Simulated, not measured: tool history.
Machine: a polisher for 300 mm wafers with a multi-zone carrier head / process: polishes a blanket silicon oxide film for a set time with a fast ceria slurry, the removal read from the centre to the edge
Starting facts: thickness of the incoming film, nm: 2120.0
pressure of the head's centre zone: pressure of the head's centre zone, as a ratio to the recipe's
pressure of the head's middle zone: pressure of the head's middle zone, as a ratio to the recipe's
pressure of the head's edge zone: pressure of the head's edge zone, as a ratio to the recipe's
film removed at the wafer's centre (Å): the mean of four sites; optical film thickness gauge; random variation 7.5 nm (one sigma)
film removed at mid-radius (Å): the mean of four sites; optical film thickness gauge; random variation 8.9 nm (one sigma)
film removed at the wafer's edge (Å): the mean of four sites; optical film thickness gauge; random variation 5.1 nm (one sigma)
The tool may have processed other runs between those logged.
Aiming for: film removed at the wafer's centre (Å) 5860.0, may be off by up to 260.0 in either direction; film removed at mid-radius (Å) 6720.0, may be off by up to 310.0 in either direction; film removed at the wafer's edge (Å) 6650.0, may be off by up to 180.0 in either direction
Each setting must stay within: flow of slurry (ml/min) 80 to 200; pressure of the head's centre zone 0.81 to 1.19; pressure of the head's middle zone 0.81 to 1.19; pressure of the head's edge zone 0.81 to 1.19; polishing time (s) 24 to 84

run,day,flow of slurry (ml/min),pressure of the head's centre zone,pressure of the head's middle zone,pressure of the head's edge zone,polishing time (s),film removed at the wafer's centre (Å),film removed at mid-radius (Å),film removed at the wafer's edge (Å)
1,0.000,130,1.00,1.00,1.00,54,8369.8,8252.0,8652.2
2,0.067,120,0.96,1.00,0.96,51,7365.6,7816.2,7808.9
3,0.246,120,0.96,0.92,0.96,51,7490.6,7067.3,7766.9
4,0.338,120,0.96,0.92,1.02,51,7439.4,7231.2,8091.1
5,0.400,120,0.96,0.92,1.02,58,8177.0,8175.9,9241.0
6,0.708,120,0.96,0.95,1.02,58,8615.6,8274.9,9226.3
7,0.896,115,0.92,0.95,0.98,55,7557.5,7765.5,8466.3
8,1.196,100,0.88,0.98,0.88,45,5551.5,6300.6,6295.1
9,1.358,100,0.88,0.98,0.88,45,5646.6,6437.9,6409.0

5 next moves are on the table. One of them brings every result within its allowed miss. Which?
A,1.521,100,0.87,0.92,0.89,45,?,?,?
B,1.521,90,0.90,1.02,0.88,48,?,?,?
C,1.521,80,0.85,0.98,0.94,47,?,?,?
D,1.521,85,0.82,1.01,0.86,48,?,?,?
E,1.521,125,0.87,1.11,0.83,44,?,?,?

move,film removed at the wafer's centre (Å),film removed at mid-radius (Å),film removed at the wafer's edge (Å)
A,5620.4,5943.5,6519.8
B,5949.4,6663.2,6742.5
C,5203.2,6018.6,6605.0
D,5278.6,6466.9,6578.5
E,5922.3,7263.5,6440.6
A: corrects the largest miss of the last run, while another result sits out of spec
B: every result lands within tolerance
C: corrects the largest miss of the last run, while another result sits out of spec
D: corrects the largest miss of the last run, while another result sits out of spec
E: lands further from the targets than the last run did
B meets every target.
